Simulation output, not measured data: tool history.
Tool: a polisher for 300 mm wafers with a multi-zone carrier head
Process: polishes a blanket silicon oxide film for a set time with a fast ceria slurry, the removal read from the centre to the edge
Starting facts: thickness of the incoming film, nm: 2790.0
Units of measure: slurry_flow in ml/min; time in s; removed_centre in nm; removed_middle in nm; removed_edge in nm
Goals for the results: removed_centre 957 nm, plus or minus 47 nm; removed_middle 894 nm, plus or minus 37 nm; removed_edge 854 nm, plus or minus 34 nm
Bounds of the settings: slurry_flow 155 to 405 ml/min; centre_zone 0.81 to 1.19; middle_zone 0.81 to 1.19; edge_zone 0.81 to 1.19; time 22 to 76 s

{"run": 1, "hour": 0.0, "slurry_flow": 260, "centre_zone": 1, "middle_zone": 1, "edge_zone": 1, "time": 49, "removed_centre": 744.68, "removed_middle": 727.95, "removed_edge": 753.28}
{"run": 2, "hour": 9.0, "slurry_flow": 265, "centre_zone": 1.03, "middle_zone": 1.03, "edge_zone": 1.01, "time": 50, "removed_centre": 789.4, "removed_middle": 779.1, "removed_edge": 748.2}
{"run": 3, "hour": 12.1, "slurry_flow": 270, "centre_zone": 1.04, "middle_zone": 1.03, "edge_zone": 1.02, "time": 52, "removed_centre": 807.66, "removed_middle": 779.91, "removed_edge": 776.98}
{"run": 4, "hour": 17.4, "slurry_flow": 270, "centre_zone": 1.12, "middle_zone": 1.03, "edge_zone": 1.02, "time": 52, "removed_centre": 839.17, "removed_middle": 796.89, "removed_edge": 777.12}
{"run": 5, "hour": 22.5, "slurry_flow": 275, "centre_zone": 1.13, "middle_zone": 1.03, "edge_zone": 1.02, "time": 53, "removed_centre": 895.66, "removed_middle": 799.68, "removed_edge": 799.6}
{"run": 6, "hour": 31.0, "slurry_flow": 275, "centre_zone": 1.13, "middle_zone": 1.04, "edge_zone": 1.03, "time": 54, "removed_centre": 908.06, "removed_middle": 839.33, "removed_edge": 822.14}
{"run": 7, "hour": 36.8, "slurry_flow": 275, "centre_zone": 1.13, "middle_zone": 1.04, "edge_zone": 1.03, "time": 54, "removed_centre": 885.36, "removed_middle": 850.91, "removed_edge": 836.26}
{"run": 8, "hour": 44.3, "slurry_flow": 280, "centre_zone": 1.14, "middle_zone": 1.04, "edge_zone": 1.02, "time": 54, "removed_centre": 914.04, "removed_middle": 843.4, "removed_edge": 814.92}
{"run": 9, "hour": 52.0, "slurry_flow": 285, "centre_zone": 1.15, "middle_zone": 1.05, "edge_zone": 1.03, "time": 54, "removed_centre": 932.17, "removed_middle": 836.01, "removed_edge": 808.16}

Exercise: of the 5 proposed moves below, exactly one satisfies all targets within the stated allowed misses. Which move is it?
{"run": "A", "hour": 59.7, "slurry_flow": 310, "centre_zone": 1.1, "middle_zone": 1.01, "edge_zone": 0.93, "time": 59, "removed_centre": "?", "removed_middle": "?", "removed_edge": "?"}
{"run": "B", "hour": 59.7, "slurry_flow": 215, "centre_zone": 1.08, "middle_zone": 1.19, "edge_zone": 0.95, "time": 54, "removed_centre": "?", "removed_middle": "?", "removed_edge": "?"}
{"run": "C", "hour": 59.7, "slurry_flow": 405, "centre_zone": 1.19, "middle_zone": 1.19, "edge_zone": 0.93, "time": 51, "removed_centre": "?", "removed_middle": "?", "removed_edge": "?"}
{"run": "D", "hour": 59.7, "slurry_flow": 385, "centre_zone": 1.19, "middle_zone": 1.06, "edge_zone": 1.06, "time": 51, "removed_centre": "?", "removed_middle": "?", "removed_edge": "?"}
{"run": "E", "hour": 59.7, "slurry_flow": 255, "centre_zone": 1.11, "middle_zone": 1.06, "edge_zone": 1.09, "time": 52, "removed_centre": "?", "removed_middle": "?", "removed_edge": "?"}

move=A removed_centre=951.66 removed_middle=908.42 removed_edge=863.41
move=B removed_centre=827.22 removed_middle=925.37 removed_edge=775.94
move=C removed_centre=900.86 removed_middle=921.28 removed_edge=755.91
move=D removed_centre=896.6 removed_middle=831.1 removed_edge=800.95
move=E removed_centre=829.85 removed_middle=819.97 removed_edge=806.75
A: in spec on every target
B: the furthest-off result lands on target, but another misses its tolerance
C: the furthest-off result lands on target, but another misses its tolerance
D: its largest miss is bigger than the last run's
E: its largest miss is bigger than the last run's
A is the move that brings every result within its allowed miss.
